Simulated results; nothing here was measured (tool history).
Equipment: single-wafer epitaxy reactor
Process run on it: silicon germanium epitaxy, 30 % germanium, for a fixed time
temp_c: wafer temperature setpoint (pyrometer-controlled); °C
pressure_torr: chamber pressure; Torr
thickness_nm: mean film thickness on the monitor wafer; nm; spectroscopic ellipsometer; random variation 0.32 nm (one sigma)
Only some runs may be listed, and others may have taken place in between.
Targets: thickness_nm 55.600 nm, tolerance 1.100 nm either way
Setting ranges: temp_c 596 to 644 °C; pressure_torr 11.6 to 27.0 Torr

| run | hour | temp_c | pressure_torr | thickness_nm |
|---|---|---|---|---|
| 1 | 0.0 | 620 | 19.3 | 80.892 |
| 2 | 1.3 | 627 | 19.3 | 90.919 |
| 3 | 4.9 | 619 | 19.3 | 80.752 |
| 4 | 9.3 | 616 | 19.1 | 76.321 |
| 5 | 16.5 | 613 | 19.0 | 72.516 |
| 6 | 25.0 | 611 | 18.9 | 69.868 |
| 7 | 33.0 | 609 | 18.9 | 68.103 |
| 8 | 41.3 | 607 | 18.9 | 65.964 |

4 candidate next runs follow, results not yet known. Just one meets every target within its allowed miss. Identify it.
| A | 49.6 | 598 | 17.5 | ? |
| B | 49.6 | 619 | 20.7 | ? |
| C | 49.6 | 612 | 21.5 | ? |
| D | 49.6 | 603 | 19.4 | ? |

| move | thickness_nm |
|---|---|
| A | 55.135 |
| B | 81.976 |
| C | 74.662 |
| D | 62.207 |
A: each result inside its tolerance
B: further off than the last run
C: further off than the last run
D: nearer than the last run, and not there yet
Move A is the one to make.

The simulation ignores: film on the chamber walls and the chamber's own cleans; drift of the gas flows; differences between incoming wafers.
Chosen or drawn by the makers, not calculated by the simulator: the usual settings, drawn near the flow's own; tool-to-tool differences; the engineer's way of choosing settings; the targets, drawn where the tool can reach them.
